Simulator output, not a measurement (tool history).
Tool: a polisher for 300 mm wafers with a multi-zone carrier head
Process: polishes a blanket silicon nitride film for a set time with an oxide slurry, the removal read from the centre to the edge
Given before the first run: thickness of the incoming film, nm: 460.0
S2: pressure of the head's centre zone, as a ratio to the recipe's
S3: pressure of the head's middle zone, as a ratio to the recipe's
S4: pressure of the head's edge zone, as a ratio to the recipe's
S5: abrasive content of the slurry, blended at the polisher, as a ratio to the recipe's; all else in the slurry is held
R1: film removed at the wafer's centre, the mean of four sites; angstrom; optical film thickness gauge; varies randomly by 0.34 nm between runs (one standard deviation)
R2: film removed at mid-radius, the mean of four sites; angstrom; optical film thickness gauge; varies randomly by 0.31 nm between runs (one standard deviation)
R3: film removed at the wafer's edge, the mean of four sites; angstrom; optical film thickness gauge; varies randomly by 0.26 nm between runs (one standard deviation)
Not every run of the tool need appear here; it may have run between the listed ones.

run 1 hour=0 | flow_of_slurry_(ml/min)=165 S2=1 S3=1 S4=1 S5=1 polishing_time_(s)=39 | R1=427.21 R2=441.01 R3=440.72
run 2 hour=3.6 | flow_of_slurry_(ml/min)=165 S2=1 S3=1 S4=0.91 S5=1 polishing_time_(s)=39 | R1=424.25 R2=439.91 R3=428.3
run 3 hour=11.3 | flow_of_slurry_(ml/min)=165 S2=1.01 S3=1 S4=0.9 S5=0.9 polishing_time_(s)=38 | R1=398.84 R2=419.88 R3=395.56
run 4 hour=13.4 | flow_of_slurry_(ml/min)=160 S2=1.01 S3=0.99 S4=0.89 S5=0.8 polishing_time_(s)=38 | R1=386.48 R2=392.25 R3=381.59
run 5 hour=15.3 | flow_of_slurry_(ml/min)=160 S2=1.01 S3=0.99 S4=0.85 S5=0.8 polishing_time_(s)=38 | R1=381 R2=385.18 R3=370.73
run 6 hour=20.6 | flow_of_slurry_(ml/min)=160 S2=1.01 S3=0.99 S4=0.85 S5=0.6 polishing_time_(s)=38 | R1=348.52 R2=358.96 R3=335.94
run 7 hour=27.4 | flow_of_slurry_(ml/min)=155 S2=1.01 S3=0.99 S4=0.84 S5=0.6 polishing_time_(s)=38 | R1=344.04 R2=353.47 R3=331.07
run 8 hour=30.1 | flow_of_slurry_(ml/min)=150 S2=1.01 S3=0.99 S4=0.83 S5=0.6 polishing_time_(s)=38 | R1=335.01 R2=349.49 R3=327.46

Run 9 has not been measured yet. What should we expect?
run 9 hour=34.9 | flow_of_slurry_(ml/min)=145 S2=1.02 S3=0.99 S4=0.83 S5=0.6 polishing_time_(s)=38 | R1=? R2=? R3=?

{"run 9": {"R1": 344.15, "R2": 350.25, "R3": 329.73}}

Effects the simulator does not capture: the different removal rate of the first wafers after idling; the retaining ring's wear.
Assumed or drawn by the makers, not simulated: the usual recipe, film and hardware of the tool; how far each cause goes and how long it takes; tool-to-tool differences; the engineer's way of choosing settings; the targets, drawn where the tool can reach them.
